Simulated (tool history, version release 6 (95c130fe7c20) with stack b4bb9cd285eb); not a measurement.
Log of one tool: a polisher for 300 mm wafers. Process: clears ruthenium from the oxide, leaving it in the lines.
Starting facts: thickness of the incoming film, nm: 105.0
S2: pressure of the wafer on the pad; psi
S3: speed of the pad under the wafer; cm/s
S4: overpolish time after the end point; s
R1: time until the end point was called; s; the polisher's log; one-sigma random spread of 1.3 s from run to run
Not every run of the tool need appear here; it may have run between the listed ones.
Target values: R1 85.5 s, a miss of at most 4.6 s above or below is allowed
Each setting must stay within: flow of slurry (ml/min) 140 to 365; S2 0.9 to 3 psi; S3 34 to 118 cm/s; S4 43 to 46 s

run 1 day=0 | flow_of_slurry_(ml/min)=235 S2=1.9 S3=76 S4=43 | R1=124.68
run 2 day=0.154 | flow_of_slurry_(ml/min)=235 S2=1.9 S3=68 S4=43 | R1=139.11
run 3 day=0.396 | flow_of_slurry_(ml/min)=235 S2=2.2 S3=70 S4=43 | R1=114.74
run 4 day=0.521 | flow_of_slurry_(ml/min)=235 S2=2.2 S3=60 S4=43 | R1=135.83
run 5 day=0.792 | flow_of_slurry_(ml/min)=235 S2=1.8 S3=60 S4=43 | R1=160.14
run 6 day=0.921 | flow_of_slurry_(ml/min)=235 S2=2.2 S3=62 S4=43 | R1=134.09
run 7 day=1 | flow_of_slurry_(ml/min)=235 S2=2.5 S3=66 S4=43 | R1=112.78
run 8 day=1.15 | flow_of_slurry_(ml/min)=235 S2=2.7 S3=68 S4=43 | R1=100.95
run 9 day=1.383 | flow_of_slurry_(ml/min)=235 S2=2.8 S3=70 S4=43 | R1=95.003

Which of these 5 next moves meets every target?
run A day=1.617 | flow_of_slurry_(ml/min)=230 S2=3 S3=88 S4=45 | R1=?
run B day=1.617 | flow_of_slurry_(ml/min)=250 S2=2.7 S3=82 S4=43 | R1=?
run C day=1.617 | flow_of_slurry_(ml/min)=215 S2=3 S3=88 S4=43 | R1=?
run D day=1.617 | flow_of_slurry_(ml/min)=240 S2=2.9 S3=66 S4=44 | R1=?
run E day=1.617 | flow_of_slurry_(ml/min)=260 S2=3 S3=86 S4=43 | R1=?

move=A R1=74.241
move=B R1=86.36
move=C R1=74.642
move=D R1=98.367
move=E R1=75.072
A: takes the biggest miss from the last run beyond its target
B: every result lands within tolerance
C: takes the biggest miss from the last run beyond its target
D: lands further from the targets than the last run did
E: takes the biggest miss from the last run beyond its target
B is the move that brings every result within its allowed miss.

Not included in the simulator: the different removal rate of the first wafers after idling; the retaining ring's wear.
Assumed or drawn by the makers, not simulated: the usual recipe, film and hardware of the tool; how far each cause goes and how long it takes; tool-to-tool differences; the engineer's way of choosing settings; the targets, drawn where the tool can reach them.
